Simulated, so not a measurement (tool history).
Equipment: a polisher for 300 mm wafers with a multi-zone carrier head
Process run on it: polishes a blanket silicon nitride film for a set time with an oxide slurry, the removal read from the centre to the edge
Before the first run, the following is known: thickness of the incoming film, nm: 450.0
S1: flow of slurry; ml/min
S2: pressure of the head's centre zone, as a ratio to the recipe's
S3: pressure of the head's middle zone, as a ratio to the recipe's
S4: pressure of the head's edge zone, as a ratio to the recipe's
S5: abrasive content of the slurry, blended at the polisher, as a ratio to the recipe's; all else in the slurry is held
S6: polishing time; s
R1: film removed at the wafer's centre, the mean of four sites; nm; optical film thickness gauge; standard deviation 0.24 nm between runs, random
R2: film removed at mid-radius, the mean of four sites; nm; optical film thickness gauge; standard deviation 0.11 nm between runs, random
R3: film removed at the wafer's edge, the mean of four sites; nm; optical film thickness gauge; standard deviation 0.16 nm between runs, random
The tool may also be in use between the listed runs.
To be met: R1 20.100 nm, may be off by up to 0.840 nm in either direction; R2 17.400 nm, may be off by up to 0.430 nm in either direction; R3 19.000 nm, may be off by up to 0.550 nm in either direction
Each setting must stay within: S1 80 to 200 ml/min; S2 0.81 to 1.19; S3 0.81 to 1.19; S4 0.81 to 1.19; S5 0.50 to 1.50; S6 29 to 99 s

| run | hour | S1 | S2 | S3 | S4 | S5 | S6 | R1 | R2 | R3 |
|---|---|---|---|---|---|---|---|---|---|---|
| 1 | 0.0 | 130 | 1.00 | 1.00 | 1.00 | 1.00 | 64 | 35.111 | 34.484 | 34.636 |
| 2 | 4.6 | 130 | 0.95 | 1.00 | 1.00 | 1.00 | 64 | 33.379 | 34.215 | 34.774 |
| 3 | 13.0 | 130 | 1.02 | 1.00 | 1.00 | 1.00 | 64 | 35.156 | 34.349 | 34.438 |
| 4 | 17.1 | 130 | 1.02 | 1.00 | 1.00 | 1.15 | 64 | 37.868 | 36.464 | 37.245 |
| 5 | 17.8 | 115 | 1.02 | 0.94 | 0.97 | 0.95 | 58 | 30.110 | 28.281 | 29.845 |
| 6 | 21.4 | 115 | 1.09 | 0.94 | 0.97 | 0.95 | 58 | 31.877 | 28.062 | 30.116 |
| 7 | 27.2 | 110 | 1.08 | 0.91 | 0.93 | 0.80 | 54 | 27.524 | 23.813 | 24.964 |
| 8 | 34.7 | 80 | 0.99 | 0.81 | 0.92 | 0.55 | 50 | 17.244 | 15.195 | 18.458 |
| 9 | 37.1 | 95 | 1.00 | 0.82 | 0.89 | 0.55 | 50 | 18.758 | 16.343 | 19.111 |
| 10 | 41.3 | 100 | 1.01 | 0.83 | 0.87 | 0.55 | 50 | 19.557 | 16.846 | 19.121 |

Which single option among these 5 for the next run brings every result within its allowed miss of target? Just one does.
| A | 45.5 | 135 | 1.08 | 0.91 | 1.01 | 0.80 | 38 | ? | ? | ? |
| B | 45.5 | 90 | 1.09 | 0.81 | 0.94 | 0.75 | 44 | ? | ? | ? |
| C | 45.5 | 120 | 1.07 | 0.84 | 0.81 | 0.55 | 46 | ? | ? | ? |
| D | 45.5 | 85 | 0.97 | 0.87 | 0.83 | 0.65 | 49 | ? | ? | ? |
| E | 45.5 | 120 | 1.08 | 0.85 | 0.81 | 0.75 | 40 | ? | ? | ? |

| move | R1 | R2 | R3 |
|---|---|---|---|
| A | 20.184 | 17.408 | 19.174 |
| B | 19.985 | 16.045 | 19.363 |
| C | 19.805 | 16.348 | 17.665 |
| D | 18.440 | 17.251 | 19.015 |
| E | 19.984 | 16.499 | 17.680 |
A: hits every target within its allowed miss
B: its largest miss is bigger than the last run's
C: its largest miss is bigger than the last run's
D: puts the biggest miss on target and leaves a different result outside tolerance
E: its largest miss is bigger than the last run's
So the answer is move A, the one that meets all the targets.

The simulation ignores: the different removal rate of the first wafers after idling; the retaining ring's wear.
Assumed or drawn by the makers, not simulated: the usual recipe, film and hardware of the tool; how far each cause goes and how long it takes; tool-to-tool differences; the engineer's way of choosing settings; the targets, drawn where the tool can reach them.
